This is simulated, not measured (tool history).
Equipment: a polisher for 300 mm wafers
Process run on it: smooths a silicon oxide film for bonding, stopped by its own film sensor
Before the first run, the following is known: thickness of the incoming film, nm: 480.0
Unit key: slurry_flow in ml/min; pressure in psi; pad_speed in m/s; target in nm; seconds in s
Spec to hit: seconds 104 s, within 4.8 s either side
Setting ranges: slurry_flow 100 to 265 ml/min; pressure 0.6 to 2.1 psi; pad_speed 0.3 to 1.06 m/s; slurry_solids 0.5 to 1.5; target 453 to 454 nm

run  hour  slurry_flow  pressure  pad_speed  slurry_solids  target  seconds
  1     0          170       1.3       0.68              1     454   60.827
  2   1.6          205       1.3       0.68              1     454   57.818
  3  10.4          205       1.3       0.68            1.2     454   56.358
  4  16.7          205       1.3       0.68            1.2     454   55.199
  5  25.1          200       1.2       0.66            1.2     454   60.492
  6  28.8          160       1.2       0.66            1.2     454   62.895
  7  36.2          160       1.1       0.64            1.2     454   71.143
  8    38          160       1.1       0.64            1.2     454   69.676
  9    42          160         1       0.64            1.2     454   77.144
 10  42.9          160       0.9       0.64            1.2     454    85.07
 11    49          160       0.8       0.64            1.2     454   97.333
 12  52.7          160       0.7       0.64            1.2     454      108

Which single option among these 4 for the next run brings every result within its allowed miss of target? Just one does.
  A  56.4          205       0.7        0.7           1.15     453        ?
  B  56.4          205       0.6       0.72            1.1     454        ?
  C  56.4          225       0.6       0.66           1.35     453        ?
  D  56.4          175       0.6       0.66           1.45     454        ?

move  seconds
   A   101.13
   B   111.85
   C   114.58
   D   111.69
A: in spec on every target
B: its largest miss is bigger than the last run's
C: its largest miss is bigger than the last run's
D: its largest miss is bigger than the last run's
Answer: A
